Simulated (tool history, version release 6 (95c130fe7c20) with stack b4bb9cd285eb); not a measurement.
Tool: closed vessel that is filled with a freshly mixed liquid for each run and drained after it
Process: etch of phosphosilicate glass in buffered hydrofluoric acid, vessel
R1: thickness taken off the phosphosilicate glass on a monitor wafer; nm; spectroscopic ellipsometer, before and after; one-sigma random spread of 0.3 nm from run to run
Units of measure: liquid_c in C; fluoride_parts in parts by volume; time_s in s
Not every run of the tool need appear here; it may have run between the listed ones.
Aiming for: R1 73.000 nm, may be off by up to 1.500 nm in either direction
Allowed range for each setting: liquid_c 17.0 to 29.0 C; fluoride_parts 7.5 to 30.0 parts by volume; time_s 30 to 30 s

{"run": 1, "hour": 0.0, "liquid_c": 21.0, "fluoride_parts": 21.0, "time_s": 30, "R1": 38.667}
{"run": 2, "hour": 7.0, "liquid_c": 21.0, "fluoride_parts": 21.0, "time_s": 30, "R1": 38.804}
{"run": 3, "hour": 11.7, "liquid_c": 21.0, "fluoride_parts": 21.0, "time_s": 30, "R1": 38.96}
{"run": 4, "hour": 15.0, "liquid_c": 19.5, "fluoride_parts": 21.0, "time_s": 30, "R1": 35.719}
{"run": 5, "hour": 19.6, "liquid_c": 22.5, "fluoride_parts": 19.5, "time_s": 30, "R1": 44.859}
{"run": 6, "hour": 26.6, "liquid_c": 22.5, "fluoride_parts": 13.5, "time_s": 30, "R1": 64.343}
{"run": 7, "hour": 30.3, "liquid_c": 23.5, "fluoride_parts": 13.5, "time_s": 30, "R1": 67.811}
{"run": 8, "hour": 37.2, "liquid_c": 23.5, "fluoride_parts": 13.5, "time_s": 30, "R1": 67.978}
{"run": 9, "hour": 43.5, "liquid_c": 24.0, "fluoride_parts": 13.5, "time_s": 30, "R1": 69.679}

4 candidate next runs follow, results not yet known. Just one meets every target within its allowed miss. Identify it.
{"run": "A", "hour": 49.8, "liquid_c": 23.5, "fluoride_parts": 13.5, "time_s": 30, "R1": "?"}
{"run": "B", "hour": 49.8, "liquid_c": 24.0, "fluoride_parts": 12.0, "time_s": 30, "R1": "?"}
{"run": "C", "hour": 49.8, "liquid_c": 20.5, "fluoride_parts": 10.5, "time_s": 30, "R1": "?"}
{"run": "D", "hour": 49.8, "liquid_c": 22.5, "fluoride_parts": 13.5, "time_s": 30, "R1": "?"}

move=A R1=68.064
move=B R1=78.498
move=C R1=73.719
move=D R1=64.425
A: the biggest miss grows against the last run
B: carries the result that was furthest off beyond its target, to the other side
C: meets every target
D: the biggest miss grows against the last run
Answer: C

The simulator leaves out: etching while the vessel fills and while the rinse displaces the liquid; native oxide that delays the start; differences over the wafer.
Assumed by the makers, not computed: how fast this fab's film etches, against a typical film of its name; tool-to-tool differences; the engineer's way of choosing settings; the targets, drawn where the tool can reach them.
